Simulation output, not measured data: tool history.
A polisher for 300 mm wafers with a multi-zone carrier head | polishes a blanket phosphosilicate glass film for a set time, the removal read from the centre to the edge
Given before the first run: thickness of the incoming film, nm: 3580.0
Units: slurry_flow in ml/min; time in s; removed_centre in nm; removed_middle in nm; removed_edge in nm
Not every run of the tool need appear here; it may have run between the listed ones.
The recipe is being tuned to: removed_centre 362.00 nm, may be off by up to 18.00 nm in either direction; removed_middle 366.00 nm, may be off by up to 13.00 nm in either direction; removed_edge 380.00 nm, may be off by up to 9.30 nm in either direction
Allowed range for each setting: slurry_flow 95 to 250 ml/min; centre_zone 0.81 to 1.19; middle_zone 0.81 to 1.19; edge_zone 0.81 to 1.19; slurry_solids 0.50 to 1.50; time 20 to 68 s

{"run": 1, "day": 0.0, "slurry_flow": 160, "centre_zone": 1.0, "middle_zone": 1.0, "edge_zone": 1.0, "slurry_solids": 1.0, "time": 44, "removed_centre": 331.9, "removed_middle": 328.54, "removed_edge": 334.58}
{"run": 2, "day": 0.371, "slurry_flow": 120, "centre_zone": 1.0, "middle_zone": 1.0, "edge_zone": 1.0, "slurry_solids": 1.0, "time": 44, "removed_centre": 295.64, "removed_middle": 308.27, "removed_edge": 322.42}
{"run": 3, "day": 0.521, "slurry_flow": 120, "centre_zone": 1.0, "middle_zone": 1.08, "edge_zone": 1.0, "slurry_solids": 1.0, "time": 44, "removed_centre": 306.18, "removed_middle": 326.79, "removed_edge": 325.09}
{"run": 4, "day": 0.883, "slurry_flow": 130, "centre_zone": 1.0, "middle_zone": 1.08, "edge_zone": 1.02, "slurry_solids": 1.0, "time": 44, "removed_centre": 308.2, "removed_middle": 329.05, "removed_edge": 323.0}
{"run": 5, "day": 1.062, "slurry_flow": 130, "centre_zone": 1.0, "middle_zone": 1.08, "edge_zone": 1.02, "slurry_solids": 0.85, "time": 44, "removed_centre": 287.76, "removed_middle": 315.04, "removed_edge": 307.14}
{"run": 6, "day": 1.221, "slurry_flow": 140, "centre_zone": 1.0, "middle_zone": 1.07, "edge_zone": 1.04, "slurry_solids": 0.9, "time": 44, "removed_centre": 294.99, "removed_middle": 314.81, "removed_edge": 318.9}
{"run": 7, "day": 1.512, "slurry_flow": 150, "centre_zone": 1.0, "middle_zone": 1.07, "edge_zone": 1.05, "slurry_solids": 0.95, "time": 44, "removed_centre": 311.85, "removed_middle": 338.22, "removed_edge": 332.59}
{"run": 8, "day": 1.733, "slurry_flow": 160, "centre_zone": 1.01, "middle_zone": 1.06, "edge_zone": 1.07, "slurry_solids": 0.95, "time": 44, "removed_centre": 312.6, "removed_middle": 335.04, "removed_edge": 340.46}
{"run": 9, "day": 1.908, "slurry_flow": 170, "centre_zone": 1.02, "middle_zone": 1.06, "edge_zone": 1.08, "slurry_solids": 0.95, "time": 44, "removed_centre": 323.96, "removed_middle": 341.2, "removed_edge": 345.11}
{"run": 10, "day": 2.025, "slurry_flow": 170, "centre_zone": 1.02, "middle_zone": 1.06, "edge_zone": 1.08, "slurry_solids": 0.95, "time": 44, "removed_centre": 326.26, "removed_middle": 339.23, "removed_edge": 341.11}

Exactly one of the 4 candidate moves below puts every result within its allowed miss. Which one?
{"run": "A", "day": 2.142, "slurry_flow": 190, "centre_zone": 1.14, "middle_zone": 0.95, "edge_zone": 1.08, "slurry_solids": 0.9, "time": 52, "removed_centre": "?", "removed_middle": "?", "removed_edge": "?"}
{"run": "B", "day": 2.142, "slurry_flow": 175, "centre_zone": 1.01, "middle_zone": 1.02, "edge_zone": 1.08, "slurry_solids": 1.15, "time": 45, "removed_centre": "?", "removed_middle": "?", "removed_edge": "?"}
{"run": "C", "day": 2.142, "slurry_flow": 105, "centre_zone": 1.01, "middle_zone": 0.93, "edge_zone": 1.17, "slurry_solids": 0.8, "time": 55, "removed_centre": "?", "removed_middle": "?", "removed_edge": "?"}
{"run": "D", "day": 2.142, "slurry_flow": 195, "centre_zone": 1.15, "middle_zone": 0.87, "edge_zone": 1.19, "slurry_solids": 1.1, "time": 46, "removed_centre": "?", "removed_middle": "?", "removed_edge": "?"}

move=A removed_centre=400.92 removed_middle=368.16 removed_edge=399.74
move=B removed_centre=348.67 removed_middle=367.99 removed_edge=379.32
move=C removed_centre=323.72 removed_middle=323.34 removed_edge=384.36
move=D removed_centre=389.83 removed_middle=333.14 removed_edge=406.03
A: carries the result that was furthest off beyond its target, to the other side
B: hits every target within its allowed miss
C: the furthest-off result lands on target, but another misses its tolerance
D: carries the result that was furthest off beyond its target, to the other side
Move B is the one to make.

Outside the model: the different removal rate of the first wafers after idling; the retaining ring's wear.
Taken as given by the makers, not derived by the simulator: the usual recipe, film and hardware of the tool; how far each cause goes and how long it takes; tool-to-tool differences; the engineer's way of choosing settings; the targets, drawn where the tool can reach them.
